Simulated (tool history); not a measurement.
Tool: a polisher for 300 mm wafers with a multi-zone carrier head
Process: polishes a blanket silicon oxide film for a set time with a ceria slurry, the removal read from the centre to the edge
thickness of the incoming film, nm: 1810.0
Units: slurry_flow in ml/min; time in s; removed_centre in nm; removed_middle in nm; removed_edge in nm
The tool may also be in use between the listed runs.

run,hour,slurry_flow,centre_zone,middle_zone,edge_zone,time,removed_centre,removed_middle,removed_edge
1,0,160,1,1,1,78,446.8,454.71,440.31
2,9,160,1,1,1,96,544.81,570.86,547.97
3,16.5,160,1,1,1,104,601.51,598.44,595.92
4,24.5,150,1,0.97,1.02,93,526.2,533.75,524.73
5,30.3,125,1,0.97,1.02,93,502.58,501.03,513.07
6,39.1,125,1,0.97,1.07,93,499.59,499.67,514.31
7,47.6,120,1,0.94,1.09,85,452.54,446.83,474.51
8,54.6,115,1,0.92,1.09,78,404.17,393.37,432.82
9,59.9,115,1,0.91,1.07,73,380.21,362.5,408.74
10,66.8,115,1,0.91,1.06,68,357.62,342.74,376.37
11,68.7,95,0.98,0.81,1.06,46,217.55,197.05,242.03
12,76.5,110,0.98,0.81,1.06,46,232.15,210.72,247.03

Forecast run 13:
13,82.4,115,0.98,0.81,1.08,46,?,?,?

{"run 13": {"removed_centre": 236.83, "removed_middle": 211.69, "removed_edge": 255.99}}

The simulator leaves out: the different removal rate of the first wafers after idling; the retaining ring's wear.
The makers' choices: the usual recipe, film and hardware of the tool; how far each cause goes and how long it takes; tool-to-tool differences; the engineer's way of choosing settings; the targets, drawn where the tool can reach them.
